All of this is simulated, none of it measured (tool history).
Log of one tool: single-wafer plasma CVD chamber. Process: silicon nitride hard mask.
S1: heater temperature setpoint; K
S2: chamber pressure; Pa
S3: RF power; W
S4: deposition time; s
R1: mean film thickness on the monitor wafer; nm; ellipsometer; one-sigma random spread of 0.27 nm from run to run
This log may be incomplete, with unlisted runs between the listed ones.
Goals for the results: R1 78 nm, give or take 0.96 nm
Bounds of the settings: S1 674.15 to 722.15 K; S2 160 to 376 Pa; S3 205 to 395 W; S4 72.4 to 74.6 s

| run | hour | S1 | S2 | S3 | S4 | R1 |
|---|---|---|---|---|---|---|
| 1 | 0 | 698.15 | 268 | 300 | 72.4 | 92.241 |
| 2 | 4.7 | 698.15 | 243 | 290 | 72.4 | 88.07 |
| 3 | 10.8 | 698.15 | 243 | 325 | 72.4 | 94.613 |
| 4 | 14.1 | 698.15 | 223 | 310 | 72.4 | 89.074 |
| 5 | 22.3 | 698.15 | 207 | 305 | 72.4 | 86.559 |
| 6 | 23.1 | 698.15 | 255 | 305 | 72.4 | 91.688 |
| 7 | 26.8 | 698.15 | 231 | 300 | 72.4 | 89.054 |
|  | 35.6 | capacitance manometer re-zeroed and calibrated |
| 8 | 35.6 | 698.15 | 213 | 290 | 72.4 | 83.597 |
| 9 | 36.6 | 698.15 | 201 | 290 | 72.4 | 82.279 |
| 10 | 42 | 698.15 | 192 | 290 | 72.4 | 80.911 |

Pick the move, out of 5, that brings all results within their allowed miss; only one does.
| A | 47.4 | 700.15 | 183 | 305 | 74.5 | ? |
| B | 47.4 | 708.15 | 188 | 275 | 72.8 | ? |
| C | 47.4 | 701.15 | 203 | 270 | 73.8 | ? |
| D | 47.4 | 699.15 | 203 | 265 | 74.5 | ? |
| E | 47.4 | 696.15 | 201 | 255 | 72.4 | ? |

| move | R1 |
|---|---|
| A | 85.337 |
| B | 78.352 |
| C | 80.601 |
| D | 80.38 |
| E | 75.991 |
A: misses by more than the last run did
B: all results in spec
C: better than the last run, though not everything is in spec
D: better than the last run, though not everything is in spec
E: moves the result that the last run missed by most past its target, out the other side
Go with B: it meets all targets.
